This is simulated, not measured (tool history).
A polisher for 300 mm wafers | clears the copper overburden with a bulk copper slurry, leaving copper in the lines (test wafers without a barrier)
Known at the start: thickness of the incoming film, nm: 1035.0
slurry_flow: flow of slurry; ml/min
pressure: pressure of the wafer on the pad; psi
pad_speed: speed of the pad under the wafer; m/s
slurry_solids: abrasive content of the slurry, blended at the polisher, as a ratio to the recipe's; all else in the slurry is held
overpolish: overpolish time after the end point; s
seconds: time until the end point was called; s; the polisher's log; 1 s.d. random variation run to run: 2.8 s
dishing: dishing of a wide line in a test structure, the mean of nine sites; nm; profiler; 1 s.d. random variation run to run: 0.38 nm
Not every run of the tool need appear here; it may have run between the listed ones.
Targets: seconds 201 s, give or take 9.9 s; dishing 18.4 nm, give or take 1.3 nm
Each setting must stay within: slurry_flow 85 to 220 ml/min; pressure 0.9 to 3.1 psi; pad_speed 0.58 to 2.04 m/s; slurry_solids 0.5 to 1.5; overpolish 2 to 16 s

run	hour	slurry_flow	pressure	pad_speed	slurry_solids	overpolish	seconds	dishing
1	0	140	2	1.3	1	8	138.03	37.47
2	3.6	140	2	1.3	1	11	135.63	47.883
3	5.6	140	2	1.3	0.9	11	139.89	44.555
4	11.8	140	2	1.48	0.9	11	125.83	51.384
5	16	140	1.9	1.44	0.9	10	132.08	44.315
6	19.9	125	1.9	1.44	0.9	10	140.96	44.987
7	28.3	135	1.8	1.42	0.9	9	141.34	39.444
8	31.7	140	1.7	1.4	0.9	8	150.01	33.394
9	34.7	140	1.6	1.4	0.9	7	163.35	30.067
10	37.3	145	1.5	1.4	0.9	6	172.72	24.735

Below are 5 possible settings for the next run. Only one of them brings all results inside the allowed miss of their targets. Which is it?
A	39.9	150	1	1.52	0.75	6	?	?
B	39.9	130	0.9	1.62	1.25	5	?	?
C	39.9	155	1.4	1.18	1.1	5	?	?
D	39.9	145	1.1	1.42	0.85	7	?	?
E	39.9	185	1.3	1.84	1.05	7	?	?

move	seconds	dishing
A	241.31	18.685
B	228.34	16.652
C	207.06	18.586
D	231.6	22.151
E	141.19	33.193
A: puts the biggest miss on target and leaves a different result outside tolerance
B: takes the biggest miss from the last run beyond its target
C: all results land within tolerance of their targets
D: an improvement on the last run, though not all results are within tolerance
E: its largest miss is bigger than the last run's
Answer: C
